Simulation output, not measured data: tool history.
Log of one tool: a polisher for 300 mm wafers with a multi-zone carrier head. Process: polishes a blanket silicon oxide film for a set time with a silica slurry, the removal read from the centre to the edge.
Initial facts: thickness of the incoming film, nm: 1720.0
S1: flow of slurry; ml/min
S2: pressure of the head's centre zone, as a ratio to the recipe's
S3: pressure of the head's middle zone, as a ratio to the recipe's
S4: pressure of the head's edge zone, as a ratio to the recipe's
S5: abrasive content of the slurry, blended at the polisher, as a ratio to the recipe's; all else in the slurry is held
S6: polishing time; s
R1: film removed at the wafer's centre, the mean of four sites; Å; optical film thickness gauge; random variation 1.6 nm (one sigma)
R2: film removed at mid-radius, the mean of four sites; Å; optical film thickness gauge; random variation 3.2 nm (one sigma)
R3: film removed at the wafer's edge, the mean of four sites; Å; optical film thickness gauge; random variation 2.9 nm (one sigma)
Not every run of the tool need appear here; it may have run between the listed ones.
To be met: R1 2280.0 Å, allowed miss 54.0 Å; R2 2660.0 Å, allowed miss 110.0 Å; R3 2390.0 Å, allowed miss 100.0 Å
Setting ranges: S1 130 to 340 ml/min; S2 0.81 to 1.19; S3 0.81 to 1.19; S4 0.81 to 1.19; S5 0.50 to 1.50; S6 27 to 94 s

run,day,S1,S2,S3,S4,S5,S6,R1,R2,R3
1,0.000,220,1.00,1.00,1.00,1.00,60,1771.1,1749.3,1683.1
2,0.350,225,0.99,1.05,1.05,1.15,61,1868.9,1946.7,1799.4
3,0.688,225,0.99,1.11,1.05,1.15,61,1860.4,2052.3,1862.9
4,0.879,225,0.99,1.11,1.05,1.25,61,1904.4,2119.6,1918.4
5,1.075,230,1.00,1.13,1.08,1.35,62,2030.5,2232.2,2026.9
6,1.167,235,0.99,1.15,1.10,1.40,64,2088.2,2321.4,2112.9
7,1.483,230,0.98,1.16,1.10,1.45,66,2196.9,2534.7,2157.7
8,1.671,230,0.98,1.16,1.10,1.45,66,2170.7,2451.4,2202.2
9,1.933,240,0.97,1.17,1.11,1.45,67,2187.4,2535.8,2260.8
10,2.167,250,0.97,1.18,1.11,1.45,67,2201.6,2556.2,2233.8

Which of these 4 next moves meets every target?
A,2.400,195,0.88,1.11,1.03,1.30,78,?,?,?
B,2.400,240,0.82,1.05,1.19,1.45,77,?,?,?
C,2.400,245,0.86,1.18,1.18,1.45,69,?,?,?
D,2.400,260,0.86,1.19,1.14,1.35,70,?,?,?

move,R1,R2,R3
A,2296.0,2644.8,2341.1
B,2313.1,2631.4,2609.8
C,2132.3,2611.6,2328.3
D,2132.6,2629.3,2283.0
A: all results in spec
B: the result that was furthest off in the last run now lies on the other side of its target
C: the worst result of the last run now meets its target, but another is out of spec
D: further off than the last run
A is the move that brings every result within its allowed miss.
